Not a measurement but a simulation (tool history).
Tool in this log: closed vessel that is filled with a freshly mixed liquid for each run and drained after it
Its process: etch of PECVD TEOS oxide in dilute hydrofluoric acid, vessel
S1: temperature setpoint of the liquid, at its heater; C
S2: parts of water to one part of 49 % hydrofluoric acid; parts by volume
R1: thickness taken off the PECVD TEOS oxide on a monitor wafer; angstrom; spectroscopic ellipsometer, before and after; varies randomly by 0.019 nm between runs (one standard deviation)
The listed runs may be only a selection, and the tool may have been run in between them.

run 1 hour=0.0 | S1=23.0 S2=285 time_in_the_liquid_(s)=290 | R1=63.393
run 2 hour=5.8 | S1=23.0 S2=285 time_in_the_liquid_(s)=310 | R1=68.281
run 3 hour=12.9 | S1=21.0 S2=285 time_in_the_liquid_(s)=310 | R1=63.511
run 4 hour=19.4 | S1=22.5 S2=285 time_in_the_liquid_(s)=310 | R1=66.151
run 5 hour=21.8 | S1=22.0 S2=300 time_in_the_liquid_(s)=310 | R1=61.122
run 6 hour=27.1 | S1=22.0 S2=300 time_in_the_liquid_(s)=290 | R1=57.209
run 7 hour=31.2 | S1=21.5 S2=310 time_in_the_liquid_(s)=290 | R1=54.077
run 8 hour=32.2 | S1=21.0 S2=320 time_in_the_liquid_(s)=290 | R1=51.175
run 9 hour=39.2 | S1=20.5 S2=330 time_in_the_liquid_(s)=290 | R1=48.121
-- hour=48.4 hydrofluoric acid flow meter replaced
run 10 hour=48.4 | S1=20.0 S2=340 time_in_the_liquid_(s)=290 | R1=47.964
run 11 hour=56.8 | S1=19.5 S2=355 time_in_the_liquid_(s)=290 | R1=44.694
run 12 hour=61.4 | S1=19.5 S2=365 time_in_the_liquid_(s)=290 | R1=43.393
run 13 hour=64.2 | S1=19.0 S2=375 time_in_the_liquid_(s)=290 | R1=41.372
run 14 hour=72.2 | S1=19.0 S2=385 time_in_the_liquid_(s)=290 | R1=40.243
run 15 hour=77.7 | S1=19.0 S2=390 time_in_the_liquid_(s)=290 | R1=39.211

What does the tool deliver on the next run?
run 16 hour=82.6 | S1=19.0 S2=395 time_in_the_liquid_(s)=290 | R1=?

R1: 38.406 angstrom
